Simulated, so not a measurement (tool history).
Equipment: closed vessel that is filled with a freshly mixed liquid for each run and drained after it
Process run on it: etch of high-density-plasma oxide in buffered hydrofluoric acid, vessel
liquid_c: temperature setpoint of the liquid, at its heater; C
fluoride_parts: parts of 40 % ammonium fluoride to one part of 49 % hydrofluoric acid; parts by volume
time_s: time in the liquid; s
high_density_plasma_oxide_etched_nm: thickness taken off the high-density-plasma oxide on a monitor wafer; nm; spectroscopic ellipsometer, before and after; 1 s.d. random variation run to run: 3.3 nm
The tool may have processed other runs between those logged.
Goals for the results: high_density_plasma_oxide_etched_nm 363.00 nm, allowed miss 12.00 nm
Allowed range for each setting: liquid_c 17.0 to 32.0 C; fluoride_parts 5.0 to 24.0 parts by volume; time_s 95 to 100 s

run	hour	liquid_c	fluoride_parts	time_s	high_density_plasma_oxide_etched_nm
1	0.0	24.0	14.5	95	149.35
2	2.1	25.5	13.0	95	180.09
3	10.9	25.5	13.0	100	188.30
4	14.6	25.5	8.5	100	276.29
5	18.5	26.5	8.5	100	286.85
6	21.4	27.5	8.5	100	307.28
7	22.8	28.0	8.5	100	308.12
8	24.0	28.5	8.5	100	321.62

4 candidate next runs follow, results not yet known. Just one meets every target within its allowed miss. Identify it.
A	25.2	29.5	8.0	100	?
B	25.2	29.5	7.5	100	?
C	25.2	30.0	9.5	100	?
D	25.2	28.0	9.5	95	?

move	high_density_plasma_oxide_etched_nm
A	367.75
B	394.30
C	321.23
D	274.60
A: all results in spec
B: takes the result that was furthest off past its target
C: about the same distance from the targets as the last run
D: the biggest miss grows against the last run
The right move is A.
